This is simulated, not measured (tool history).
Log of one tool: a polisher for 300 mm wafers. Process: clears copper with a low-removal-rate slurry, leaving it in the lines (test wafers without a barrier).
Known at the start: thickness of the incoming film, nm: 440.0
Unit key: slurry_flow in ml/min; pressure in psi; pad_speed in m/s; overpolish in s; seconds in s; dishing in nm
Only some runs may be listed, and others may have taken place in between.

{"run": 1, "hour": 0.0, "slurry_flow": 170, "pressure": 3.7, "pad_speed": 1.2, "slurry_solids": 1, "overpolish": 26, "seconds": 97.857, "dishing": 60.658}
{"run": 2, "hour": 8.2, "slurry_flow": 170, "pressure": 3.7, "pad_speed": 1.48, "slurry_solids": 1, "overpolish": 26, "seconds": 79.042, "dishing": 67.213}
{"run": 3, "hour": 9.0, "slurry_flow": 170, "pressure": 3.5, "pad_speed": 1.48, "slurry_solids": 1, "overpolish": 26, "seconds": 81.835, "dishing": 64.424}
{"run": 4, "hour": 16.0, "slurry_flow": 170, "pressure": 3.5, "pad_speed": 1.48, "slurry_solids": 0.85, "overpolish": 26, "seconds": 88.833, "dishing": 64.13}
{"run": 5, "hour": 17.1, "slurry_flow": 170, "pressure": 3.4, "pad_speed": 1.48, "slurry_solids": 0.85, "overpolish": 26, "seconds": 91.68, "dishing": 63.014}
{"run": 6, "hour": 19.6, "slurry_flow": 170, "pressure": 3.4, "pad_speed": 1.48, "slurry_solids": 0.85, "overpolish": 18, "seconds": 90.636, "dishing": 49.221}

Run 7 comes next. What will it give?
{"run": 7, "hour": 27.9, "slurry_flow": 170, "pressure": 3.3, "pad_speed": 1.48, "slurry_solids": 0.85, "overpolish": 19, "seconds": "?", "dishing": "?"}

For run 7 the tool returned seconds 93.384 s, dishing 49.674 nm.
